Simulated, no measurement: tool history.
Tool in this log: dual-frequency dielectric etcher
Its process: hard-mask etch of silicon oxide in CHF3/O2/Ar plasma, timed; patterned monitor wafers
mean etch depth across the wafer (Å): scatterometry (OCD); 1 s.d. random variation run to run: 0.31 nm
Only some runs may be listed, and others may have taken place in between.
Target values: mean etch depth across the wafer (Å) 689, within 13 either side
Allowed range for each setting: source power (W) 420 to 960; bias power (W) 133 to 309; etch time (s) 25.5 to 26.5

run	day	source power (W)	bias power (W)	etch time (s)	mean etch depth across the wafer (Å)
1	0	690	221	25.5	606.39
2	0.096	690	221	26.5	630.41
3	0.333	710	222	26.5	634.14
4	0.417	710	222	26.5	637.78
# day 0.454: bias power generator calibrated
5	0.454	730	224	26.5	630.22
6	0.712	780	224	26.5	649.86
7	0.875	800	227	26.5	655.65
8	0.983	810	229	26.5	663.35

Which of these 4 next moves meets every target?
A	1.092	830	212	26.5	?
B	1.092	760	238	26.5	?
C	1.092	900	206	26.5	?
D	1.092	840	244	26.5	?

move	mean etch depth across the wafer (Å)
A	640.03
B	659.04
C	648.71
D	690.86
A: further off than the last run
B: further off than the last run
C: further off than the last run
D: in spec on every target
So the answer is move D, the one that meets all the targets.
